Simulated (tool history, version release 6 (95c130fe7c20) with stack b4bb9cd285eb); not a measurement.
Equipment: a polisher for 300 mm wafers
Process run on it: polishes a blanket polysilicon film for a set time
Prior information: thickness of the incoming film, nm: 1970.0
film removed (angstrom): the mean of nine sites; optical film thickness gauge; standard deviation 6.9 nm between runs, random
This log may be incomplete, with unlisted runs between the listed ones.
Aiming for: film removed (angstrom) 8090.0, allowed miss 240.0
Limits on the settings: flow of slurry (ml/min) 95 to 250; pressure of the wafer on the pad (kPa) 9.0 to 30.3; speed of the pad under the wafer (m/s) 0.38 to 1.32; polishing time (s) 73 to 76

| run | hour | flow of slurry (ml/min) | pressure of the wafer on the pad (kPa) | speed of the pad under the wafer (m/s) | polishing time (s) | film removed (angstrom) |
|---|---|---|---|---|---|---|
| 1 | 0.0 | 160 | 19.3 | 0.84 | 73 | 4462.7 |
| 2 | 7.4 | 160 | 19.3 | 0.84 | 76 | 4695.7 |
| 3 | 10.1 | 160 | 19.3 | 0.72 | 76 | 4029.8 |
| 4 | 14.1 | 180 | 19.3 | 0.72 | 76 | 4151.3 |
| 5 | 20.5 | 180 | 17.2 | 0.72 | 76 | 3724.9 |
| 6 | 26.1 | 185 | 20.0 | 0.72 | 76 | 4301.0 |
| 7 | 30.0 | 190 | 22.1 | 0.74 | 76 | 4796.7 |
| 8 | 37.4 | 190 | 23.4 | 0.76 | 76 | 5188.5 |
| 9 | 44.3 | 215 | 29.0 | 0.86 | 76 | 7243.3 |
| 10 | 47.7 | 215 | 29.0 | 0.88 | 76 | 7421.7 |
| 11 | 50.6 | 215 | 29.6 | 0.90 | 76 | 7628.2 |

Next run, 5 choices. One meets every target within its allowed miss, the rest don't. Which?
| A | 53.5 | 200 | 30.3 | 1.00 | 75 | ? |
| B | 53.5 | 245 | 29.0 | 1.00 | 76 | ? |
| C | 53.5 | 210 | 30.3 | 0.84 | 76 | ? |
| D | 53.5 | 215 | 30.3 | 0.94 | 75 | ? |
| E | 53.5 | 235 | 30.3 | 0.82 | 76 | ? |

| move | film removed (angstrom) |
|---|---|
| A | 8540.2 |
| B | 8501.0 |
| C | 7353.0 |
| D | 8119.1 |
| E | 7284.5 |
A: pushes the last run's worst result past its target
B: pushes the last run's worst result past its target
C: its largest miss is bigger than the last run's
D: hits every target within its allowed miss
E: its largest miss is bigger than the last run's
Correct choice: D, which meets every target

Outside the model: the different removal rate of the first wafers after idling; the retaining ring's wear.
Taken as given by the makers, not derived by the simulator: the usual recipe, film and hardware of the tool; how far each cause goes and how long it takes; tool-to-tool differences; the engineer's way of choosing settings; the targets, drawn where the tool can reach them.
